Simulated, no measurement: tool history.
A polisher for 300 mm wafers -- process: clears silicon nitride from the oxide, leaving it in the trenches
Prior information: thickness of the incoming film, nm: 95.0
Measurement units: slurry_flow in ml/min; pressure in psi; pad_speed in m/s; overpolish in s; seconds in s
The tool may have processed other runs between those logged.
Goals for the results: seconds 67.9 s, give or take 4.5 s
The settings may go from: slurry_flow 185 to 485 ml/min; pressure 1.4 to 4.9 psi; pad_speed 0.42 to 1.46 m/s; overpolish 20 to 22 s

run	hour	slurry_flow	pressure	pad_speed	overpolish	seconds
1	0	310	3.1	0.94	20	116.88
2	7.8	310	2.4	0.94	20	156.21
3	16.8	310	2.4	0.94	22	154.8
4	22	270	2.4	0.94	22	154.99
5	23	270	3	0.96	22	122.18
6	25.8	270	3	0.86	22	137.87
7	27.4	270	3.5	0.88	22	118
# hour 35.6: head pressure recalibrated
8	35.6	270	3.9	0.92	22	95.841
9	39.9	270	4.2	0.94	22	85.999

Consider the 5 candidate settings below. Which is the only one whose results all fall within their allowed miss of target?
A	44.2	270	4	0.76	22	?
B	44.2	300	3.6	0.82	22	?
C	44.2	225	4.9	1.04	22	?
D	44.2	230	3.8	0.96	20	?
E	44.2	295	3.9	0.92	22	?

move	seconds
A	111.1
B	113.2
C	68.712
D	94.966
E	93.824
A: the biggest miss grows against the last run
B: the biggest miss grows against the last run
C: meets every target
D: the biggest miss grows against the last run
E: the biggest miss grows against the last run
C is the move that brings every result within its allowed miss.

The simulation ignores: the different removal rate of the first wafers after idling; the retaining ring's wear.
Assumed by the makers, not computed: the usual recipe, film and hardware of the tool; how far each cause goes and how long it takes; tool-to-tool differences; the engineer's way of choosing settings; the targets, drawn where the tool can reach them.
